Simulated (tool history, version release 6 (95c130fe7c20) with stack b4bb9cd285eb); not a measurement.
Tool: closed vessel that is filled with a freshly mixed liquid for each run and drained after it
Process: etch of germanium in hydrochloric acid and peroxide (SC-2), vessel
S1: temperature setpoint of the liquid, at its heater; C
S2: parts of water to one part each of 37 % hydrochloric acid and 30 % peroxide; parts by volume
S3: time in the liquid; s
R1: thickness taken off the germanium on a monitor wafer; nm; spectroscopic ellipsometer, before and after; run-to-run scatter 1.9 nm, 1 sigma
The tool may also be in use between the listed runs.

run	day	S1	S2	S3	R1
1	0.000	64.0	11.5	100	347.06
2	0.304	58.0	11.5	100	298.10
3	0.625	57.5	11.5	100	291.94
4	0.908	52.0	11.5	100	248.64
5	1.275	53.5	11.5	100	261.43
6	1.458	58.5	11.5	100	302.05
7	1.762	58.0	11.5	100	294.76

What does the tool deliver on the next run?
8	1.967	57.5	11.5	100	?

R1: 290.73 nm
